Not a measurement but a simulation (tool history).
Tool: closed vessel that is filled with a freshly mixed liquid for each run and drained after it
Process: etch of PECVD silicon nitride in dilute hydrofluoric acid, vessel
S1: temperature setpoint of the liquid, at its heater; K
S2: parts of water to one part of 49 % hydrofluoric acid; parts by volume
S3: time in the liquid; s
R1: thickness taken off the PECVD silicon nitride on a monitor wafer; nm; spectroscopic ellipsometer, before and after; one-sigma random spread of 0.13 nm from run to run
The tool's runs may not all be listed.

run 1 hour=0.0 | S1=297.15 S2=95 S3=340 | R1=12.661
run 2 hour=5.4 | S1=295.15 S2=95 S3=340 | R1=11.060
run 3 hour=9.2 | S1=297.15 S2=95 S3=340 | R1=12.758
run 4 hour=12.5 | S1=298.65 S2=95 S3=340 | R1=13.832
run 5 hour=13.6 | S1=300.15 S2=95 S3=340 | R1=15.426
run 6 hour=18.3 | S1=300.15 S2=95 S3=265 | R1=11.933
run 7 hour=23.0 | S1=304.15 S2=80 S3=265 | R1=18.095
-- hour=29.6 thermometer replaced
run 8 hour=29.6 | S1=304.65 S2=80 S3=265 | R1=17.162
run 9 hour=31.2 | S1=305.15 S2=70 S3=265 | R1=20.310

Run 10 has not been measured yet. What should we expect?
run 10 hour=32.0 | S1=304.65 S2=70 S3=265 | R1=?

R1: 19.620 nm
